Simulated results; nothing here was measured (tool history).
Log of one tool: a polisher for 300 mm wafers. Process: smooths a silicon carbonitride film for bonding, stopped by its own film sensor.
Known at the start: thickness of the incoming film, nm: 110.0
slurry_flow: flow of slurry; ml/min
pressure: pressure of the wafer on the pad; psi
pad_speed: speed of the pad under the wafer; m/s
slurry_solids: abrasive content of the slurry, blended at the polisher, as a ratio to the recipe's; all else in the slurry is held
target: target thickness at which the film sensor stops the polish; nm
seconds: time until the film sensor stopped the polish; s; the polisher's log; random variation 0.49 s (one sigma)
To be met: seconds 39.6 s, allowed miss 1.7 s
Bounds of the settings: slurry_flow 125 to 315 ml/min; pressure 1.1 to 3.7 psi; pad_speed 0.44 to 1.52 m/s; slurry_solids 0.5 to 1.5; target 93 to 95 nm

Run 1, day 0: slurry_flow 205 ml/min, pressure 2.4 psi, pad_speed 0.98 m/s, slurry_solids 1, target 93 nm. Result: seconds 47.391 s.
Run 2, day 0.342: slurry_flow 205 ml/min, pressure 2.5 psi, pad_speed 0.98 m/s, slurry_solids 1, target 93 nm. Result: seconds 45.665 s.
Run 3, day 0.538: slurry_flow 205 ml/min, pressure 2.6 psi, pad_speed 0.98 m/s, slurry_solids 1, target 93 nm. Result: seconds 43.317 s.
Run 4, day 0.792: slurry_flow 205 ml/min, pressure 2.7 psi, pad_speed 0.98 m/s, slurry_solids 1, target 93 nm. Result: seconds 42.179 s.
Run 5, day 1.1: slurry_flow 205 ml/min, pressure 2.7 psi, pad_speed 0.78 m/s, slurry_solids 1, target 93 nm. Result: seconds 49.287 s.
Run 6, day 1.425: slurry_flow 205 ml/min, pressure 2.7 psi, pad_speed 0.78 m/s, slurry_solids 1, target 93 nm. Result: seconds 49.788 s.
Run 7, day 1.708: slurry_flow 205 ml/min, pressure 2.9 psi, pad_speed 0.78 m/s, slurry_solids 1, target 93 nm. Result: seconds 46.673 s.
Run 8, day 2.083: slurry_flow 205 ml/min, pressure 3 psi, pad_speed 0.78 m/s, slurry_solids 1, target 93 nm. Result: seconds 45.071 s.

Which of these 4 next moves meets every target?
Run A, day 2.458: slurry_flow 140 ml/min, pressure 2.7 psi, pad_speed 0.8 m/s, slurry_solids 1.05, target 93 nm. Result: seconds ?.
Run B, day 2.458: slurry_flow 265 ml/min, pressure 2.7 psi, pad_speed 0.76 m/s, slurry_solids 1.25, target 95 nm. Result: seconds ?.
Run C, day 2.458: slurry_flow 160 ml/min, pressure 2.9 psi, pad_speed 0.84 m/s, slurry_solids 0.8, target 93 nm. Result: seconds ?.
Run D, day 2.458: slurry_flow 165 ml/min, pressure 2.7 psi, pad_speed 0.8 m/s, slurry_solids 1.05, target 93 nm. Result: seconds ?.

move  seconds
   A   52.127
   B   41.263
   C   50.001
   D   50.663
A: further off than the last run
B: meets every target
C: further off than the last run
D: further off than the last run
The right move is B.
